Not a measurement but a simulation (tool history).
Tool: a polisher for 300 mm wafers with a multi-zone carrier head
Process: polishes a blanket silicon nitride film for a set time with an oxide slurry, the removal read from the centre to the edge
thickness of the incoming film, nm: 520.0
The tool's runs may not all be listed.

| run | hour | flow of slurry (ml/min) | pressure of the head's centre zone | pressure of the head's middle zone | pressure of the head's edge zone | abrasive content of the slurry | polishing time (s) | film removed at the wafer's centre (Å) | film removed at mid-radius (Å) | film removed at the wafer's edge (Å) |
|---|---|---|---|---|---|---|---|---|---|---|
| 1 | 0 | 170 | 1 | 1 | 1 | 1 | 80 | 394.79 | 405.27 | 394.81 |
| 2 | 6.3 | 170 | 1 | 1 | 0.92 | 1 | 80 | 396.22 | 391.53 | 376.76 |
| 3 | 15 | 170 | 1 | 1 | 0.97 | 1 | 80 | 384.86 | 394.18 | 384.89 |
| 4 | 24 | 160 | 0.98 | 1.01 | 0.97 | 1 | 80 | 375.32 | 392.5 | 383.24 |
| 5 | 27.1 | 160 | 0.98 | 1.01 | 0.97 | 1.15 | 80 | 418.71 | 425.7 | 414.28 |
| 6 | 30.3 | 160 | 0.98 | 1.01 | 0.97 | 0.95 | 80 | 368.31 | 385.77 | 370.71 |
| 7 | 31 | 160 | 0.98 | 1.01 | 0.97 | 0.95 | 80 | 370.43 | 378.19 | 377.35 |
| 8 | 32.7 | 160 | 0.96 | 1.04 | 0.97 | 0.95 | 80 | 363.07 | 389.75 | 374.1 |

Forecast run 9:
| 9 | 33.6 | 155 | 0.95 | 1.05 | 0.98 | 0.95 | 80 | ? | ? | ? |

{"run 9": {"film removed at the wafer's centre (Å)": 356.31, "film removed at mid-radius (Å)": 389.81, "film removed at the wafer's edge (Å)": 376.09}}
